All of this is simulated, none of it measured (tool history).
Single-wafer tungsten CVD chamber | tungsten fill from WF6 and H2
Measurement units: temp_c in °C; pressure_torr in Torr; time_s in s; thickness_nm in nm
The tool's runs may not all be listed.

Run 1, hour 0: temp_c 390 °C, pressure_torr 47.4 Torr, time_s 9.3 s. Result: thickness_nm 29.416 nm.
Run 2, hour 3.5: temp_c 390 °C, pressure_torr 47.4 Torr, time_s 8.8 s. Result: thickness_nm 27.944 nm.
Run 3, hour 5.7: temp_c 397 °C, pressure_torr 47.4 Torr, time_s 8.8 s. Result: thickness_nm 32.379 nm.
Run 4, hour 12.6: temp_c 403 °C, pressure_torr 47.4 Torr, time_s 8.8 s. Result: thickness_nm 36.427 nm.
Run 5, hour 13.2: temp_c 403 °C, pressure_torr 55.2 Torr, time_s 8.8 s. Result: thickness_nm 39.2 nm.
Run 6, hour 18.5: temp_c 408 °C, pressure_torr 55.2 Torr, time_s 8.8 s. Result: thickness_nm 43.262 nm.

Run 7 comes next. What will it give?
Run 7, hour 24.7: temp_c 407 °C, pressure_torr 55.1 Torr, time_s 8.8 s. Result: thickness_nm ?.

thickness_nm: 42.494 nm
